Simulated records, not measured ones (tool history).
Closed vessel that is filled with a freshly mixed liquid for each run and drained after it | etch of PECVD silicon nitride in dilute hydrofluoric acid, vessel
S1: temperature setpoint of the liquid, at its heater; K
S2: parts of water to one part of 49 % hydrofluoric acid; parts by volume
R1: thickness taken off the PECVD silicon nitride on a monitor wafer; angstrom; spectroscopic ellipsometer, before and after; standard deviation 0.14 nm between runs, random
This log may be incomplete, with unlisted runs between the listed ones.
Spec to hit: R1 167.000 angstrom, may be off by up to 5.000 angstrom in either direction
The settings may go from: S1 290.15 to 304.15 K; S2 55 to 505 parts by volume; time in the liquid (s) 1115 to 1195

run 1 hour=0.0 | S1=296.15 S2=280 time_in_the_liquid_(s)=1115 | R1=71.016
run 2 hour=8.4 | S1=298.15 S2=280 time_in_the_liquid_(s)=1115 | R1=80.155
run 3 hour=15.3 | S1=298.15 S2=220 time_in_the_liquid_(s)=1115 | R1=101.600
run 4 hour=19.9 | S1=296.15 S2=220 time_in_the_liquid_(s)=1115 | R1=89.137
-- hour=25.3 hydrofluoric acid flow meter replaced
run 5 hour=25.3 | S1=296.15 S2=160 time_in_the_liquid_(s)=1115 | R1=116.160
run 6 hour=32.4 | S1=298.15 S2=160 time_in_the_liquid_(s)=1115 | R1=129.670
run 7 hour=40.8 | S1=299.15 S2=160 time_in_the_liquid_(s)=1115 | R1=138.960
run 8 hour=49.3 | S1=300.15 S2=160 time_in_the_liquid_(s)=1115 | R1=146.910
run 9 hour=53.8 | S1=300.65 S2=160 time_in_the_liquid_(s)=1115 | R1=154.840

5 candidate next runs follow, results not yet known. Just one meets every target within its allowed miss. Identify it.
run A hour=58.3 | S1=299.15 S2=145 time_in_the_liquid_(s)=1125 | R1=?
run B hour=58.3 | S1=297.65 S2=130 time_in_the_liquid_(s)=1175 | R1=?
run C hour=58.3 | S1=300.65 S2=150 time_in_the_liquid_(s)=1195 | R1=?
run D hour=58.3 | S1=299.15 S2=125 time_in_the_liquid_(s)=1145 | R1=?
run E hour=58.3 | S1=299.65 S2=165 time_in_the_liquid_(s)=1175 | R1=?

move=A R1=154.600
move=B R1=163.460
move=C R1=174.490
move=D R1=182.420
move=E R1=146.470
A: as far off as the last run
B: in spec on every target
C: carries the result that was furthest off beyond its target, to the other side
D: carries the result that was furthest off beyond its target, to the other side
E: its largest miss is bigger than the last run's
B is the move that brings every result within its allowed miss.

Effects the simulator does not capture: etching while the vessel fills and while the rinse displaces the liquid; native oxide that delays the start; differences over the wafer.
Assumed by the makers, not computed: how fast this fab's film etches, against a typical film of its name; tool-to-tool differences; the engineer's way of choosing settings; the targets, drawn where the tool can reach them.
